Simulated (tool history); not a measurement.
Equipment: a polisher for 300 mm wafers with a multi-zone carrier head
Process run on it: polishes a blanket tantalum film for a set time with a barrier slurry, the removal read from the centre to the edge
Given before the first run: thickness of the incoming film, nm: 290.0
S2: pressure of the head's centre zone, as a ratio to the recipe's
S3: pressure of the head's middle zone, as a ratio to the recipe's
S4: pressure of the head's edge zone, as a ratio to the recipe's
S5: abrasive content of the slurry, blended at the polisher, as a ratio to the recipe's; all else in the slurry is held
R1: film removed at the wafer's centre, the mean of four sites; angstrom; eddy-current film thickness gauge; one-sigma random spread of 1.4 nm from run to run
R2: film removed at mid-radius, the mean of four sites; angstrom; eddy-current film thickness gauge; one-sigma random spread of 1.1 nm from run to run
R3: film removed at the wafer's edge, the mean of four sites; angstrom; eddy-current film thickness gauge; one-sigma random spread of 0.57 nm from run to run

{"run": 1, "day": 0.0, "flow of slurry (ml/min)": 205, "S2": 1.0, "S3": 1.0, "S4": 1.0, "S5": 1.0, "polishing time (s)": 65, "R1": 601.43, "R2": 574.38, "R3": 585.69}
{"run": 2, "day": 0.354, "flow of slurry (ml/min)": 205, "S2": 1.0, "S3": 1.0, "S4": 1.0, "S5": 1.15, "polishing time (s)": 65, "R1": 604.27, "R2": 589.95, "R3": 607.28}
{"run": 3, "day": 0.621, "flow of slurry (ml/min)": 215, "S2": 1.02, "S3": 1.02, "S4": 1.01, "S5": 1.2, "polishing time (s)": 67, "R1": 631.91, "R2": 620.24, "R3": 624.09}
{"run": 4, "day": 0.838, "flow of slurry (ml/min)": 260, "S2": 1.02, "S3": 1.02, "S4": 1.01, "S5": 1.2, "polishing time (s)": 67, "R1": 654.14, "R2": 649.94, "R3": 631.57}
{"run": 5, "day": 1.15, "flow of slurry (ml/min)": 260, "S2": 1.02, "S3": 1.02, "S4": 1.01, "S5": 1.0, "polishing time (s)": 67, "R1": 635.15, "R2": 626.6, "R3": 609.95}
{"run": 6, "day": 1.329, "flow of slurry (ml/min)": 265, "S2": 1.04, "S3": 1.03, "S4": 1.01, "S5": 1.05, "polishing time (s)": 69, "R1": 688.32, "R2": 669.6, "R3": 638.47}
{"run": 7, "day": 1.625, "flow of slurry (ml/min)": 265, "S2": 1.05, "S3": 1.04, "S4": 1.02, "S5": 1.1, "polishing time (s)": 71, "R1": 700.96, "R2": 680.48, "R3": 667.63}
{"run": 8, "day": 1.696, "flow of slurry (ml/min)": 270, "S2": 1.06, "S3": 1.05, "S4": 1.01, "S5": 1.15, "polishing time (s)": 73, "R1": 754.98, "R2": 704.99, "R3": 698.53}
{"day": 2.033, "done": "worn pad replaced by a new one"}
{"run": 9, "day": 2.033, "flow of slurry (ml/min)": 275, "S2": 1.06, "S3": 1.07, "S4": 1.0, "S5": 1.2, "polishing time (s)": 75, "R1": 871.05, "R2": 825.65, "R3": 793.0}
{"run": 10, "day": 2.171, "flow of slurry (ml/min)": 275, "S2": 1.06, "S3": 1.08, "S4": 1.0, "S5": 1.2, "polishing time (s)": 75, "R1": 840.78, "R2": 843.14, "R3": 794.44}
{"run": 11, "day": 2.425, "flow of slurry (ml/min)": 275, "S2": 1.07, "S3": 1.09, "S4": 1.0, "S5": 1.2, "polishing time (s)": 75, "R1": 870.29, "R2": 850.37, "R3": 797.53}
{"run": 12, "day": 2.662, "flow of slurry (ml/min)": 275, "S2": 1.08, "S3": 1.1, "S4": 1.0, "S5": 1.2, "polishing time (s)": 75, "R1": 867.97, "R2": 860.45, "R3": 798.04}
{"run": 13, "day": 2.746, "flow of slurry (ml/min)": 275, "S2": 1.09, "S3": 1.11, "S4": 1.0, "S5": 1.2, "polishing time (s)": 75, "R1": 860.51, "R2": 865.73, "R3": 790.84}
{"run": 14, "day": 3.083, "flow of slurry (ml/min)": 275, "S2": 1.09, "S3": 1.11, "S4": 1.0, "S5": 1.2, "polishing time (s)": 75, "R1": 875.58, "R2": 852.27, "R3": 802.87}
{"run": 15, "day": 3.112, "flow of slurry (ml/min)": 275, "S2": 1.09, "S3": 1.11, "S4": 1.0, "S5": 1.2, "polishing time (s)": 75, "R1": 873.58, "R2": 864.09, "R3": 805.27}
{"run": 16, "day": 3.438, "flow of slurry (ml/min)": 275, "S2": 1.1, "S3": 1.12, "S4": 1.0, "S5": 1.2, "polishing time (s)": 75, "R1": 878.29, "R2": 881.46, "R3": 793.09}
{"run": 17, "day": 3.562, "flow of slurry (ml/min)": 275, "S2": 1.1, "S3": 1.12, "S4": 0.99, "S5": 1.25, "polishing time (s)": 75, "R1": 889.84, "R2": 888.17, "R3": 796.64}

What does the tool deliver on the next run?
{"run": 18, "day": 3.754, "flow of slurry (ml/min)": 280, "S2": 1.11, "S3": 1.12, "S4": 1.0, "S5": 1.25, "polishing time (s)": 75, "R1": "?", "R2": "?", "R3": "?"}

R1: 908.31 angstrom
R2: 877.56 angstrom
R3: 797.89 angstrom
